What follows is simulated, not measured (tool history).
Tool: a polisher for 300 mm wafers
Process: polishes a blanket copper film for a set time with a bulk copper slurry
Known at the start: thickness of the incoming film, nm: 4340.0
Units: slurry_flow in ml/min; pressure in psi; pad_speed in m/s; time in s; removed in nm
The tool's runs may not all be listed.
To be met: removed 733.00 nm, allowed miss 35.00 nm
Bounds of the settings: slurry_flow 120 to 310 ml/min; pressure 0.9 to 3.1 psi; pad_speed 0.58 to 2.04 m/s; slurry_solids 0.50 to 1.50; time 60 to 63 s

run 1 hour=0.0 | slurry_flow=200 pressure=2.0 pad_speed=1.30 slurry_solids=1.00 time=60 | removed=399.90
run 2 hour=8.3 | slurry_flow=200 pressure=2.2 pad_speed=1.32 slurry_solids=1.00 time=60 | removed=458.93
run 3 hour=9.8 | slurry_flow=200 pressure=2.5 pad_speed=1.32 slurry_solids=1.00 time=60 | removed=520.64
run 4 hour=11.7 | slurry_flow=200 pressure=2.5 pad_speed=1.32 slurry_solids=1.15 time=60 | removed=531.96
run 5 hour=12.6 | slurry_flow=245 pressure=2.5 pad_speed=1.32 slurry_solids=1.15 time=60 | removed=540.73
run 6 hour=14.9 | slurry_flow=245 pressure=2.5 pad_speed=1.32 slurry_solids=1.35 time=60 | removed=580.80
run 7 hour=18.2 | slurry_flow=245 pressure=2.6 pad_speed=1.32 slurry_solids=1.35 time=60 | removed=597.69
run 8 hour=21.0 | slurry_flow=245 pressure=2.6 pad_speed=1.32 slurry_solids=1.35 time=60 | removed=597.64
run 9 hour=23.9 | slurry_flow=245 pressure=2.7 pad_speed=1.32 slurry_solids=1.35 time=60 | removed=620.87
run 10 hour=28.7 | slurry_flow=245 pressure=2.8 pad_speed=1.32 slurry_solids=1.35 time=60 | removed=639.52
run 11 hour=33.2 | slurry_flow=245 pressure=2.9 pad_speed=1.32 slurry_solids=1.35 time=60 | removed=661.62

5 next moves are on the table. One of them brings every result within its allowed miss. Which?
run A hour=37.7 | slurry_flow=180 pressure=2.5 pad_speed=1.42 slurry_solids=1.25 time=62 | removed=?
run B hour=37.7 | slurry_flow=265 pressure=3.0 pad_speed=1.14 slurry_solids=1.45 time=61 | removed=?
run C hour=37.7 | slurry_flow=210 pressure=2.6 pad_speed=1.46 slurry_solids=1.20 time=60 | removed=?
run D hour=37.7 | slurry_flow=240 pressure=2.9 pad_speed=1.36 slurry_solids=1.40 time=63 | removed=?
run E hour=37.7 | slurry_flow=215 pressure=2.8 pad_speed=1.34 slurry_solids=1.15 time=60 | removed=?

move=A removed=596.18
move=B removed=620.84
move=C removed=623.11
move=D removed=720.91
move=E removed=611.04
A: further off than the last run
B: further off than the last run
C: further off than the last run
D: meets every target
E: further off than the last run
Answer: D
